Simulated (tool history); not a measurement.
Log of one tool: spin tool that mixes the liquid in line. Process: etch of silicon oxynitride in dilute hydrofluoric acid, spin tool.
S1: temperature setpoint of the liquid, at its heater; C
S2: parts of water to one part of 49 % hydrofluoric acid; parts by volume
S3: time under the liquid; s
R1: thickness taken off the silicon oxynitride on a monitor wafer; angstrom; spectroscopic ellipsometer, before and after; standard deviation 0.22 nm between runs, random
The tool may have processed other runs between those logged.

run,hour,S1,S2,S3,R1
1,0,23,90,310,76.256
2,2.8,23,75,310,95.46
3,5,23,75,310,94.105
4,8.6,24.5,65,310,117.43
5,15.5,24.5,35,310,222.16
6,21.4,21.5,35,310,194.94
7,29.7,23.5,35,310,214.32

Forecast run 8:
8,33.5,25,35,310,?

R1: 227.78 angstrom
